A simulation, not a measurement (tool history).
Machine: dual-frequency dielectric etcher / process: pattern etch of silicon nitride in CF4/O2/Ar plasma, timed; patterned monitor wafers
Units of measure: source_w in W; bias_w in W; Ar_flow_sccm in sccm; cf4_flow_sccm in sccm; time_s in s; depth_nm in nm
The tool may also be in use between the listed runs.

| run | day | source_w | bias_w | Ar_flow_sccm | cf4_flow_sccm | time_s | depth_nm |
|---|---|---|---|---|---|---|---|
| 1 | 0.000 | 660 | 61 | 120 | 96 | 75.0 | 189.62 |
| 2 | 0.062 | 660 | 61 | 107 | 96 | 75.0 | 190.37 |
| 3 | 0.238 | 660 | 61 | 88 | 96 | 75.0 | 193.32 |
| 4 | 0.525 | 710 | 62 | 88 | 96 | 75.0 | 207.72 |
| 5 | 0.608 | 710 | 62 | 88 | 87 | 75.0 | 203.67 |
| 6 | 0.675 | 750 | 63 | 88 | 87 | 75.0 | 213.37 |
| 7 | 0.946 | 780 | 63 | 88 | 87 | 75.0 | 219.12 |
| 8 | 1.292 | 800 | 63 | 88 | 87 | 75.0 | 225.04 |
| 9 | 1.492 | 820 | 63 | 88 | 87 | 75.0 | 227.14 |

Estimate the outcome of run 10 from the log above:
| 10 | 1.708 | 830 | 63 | 88 | 87 | 75.0 | ? |

depth_nm: 229.44 nm
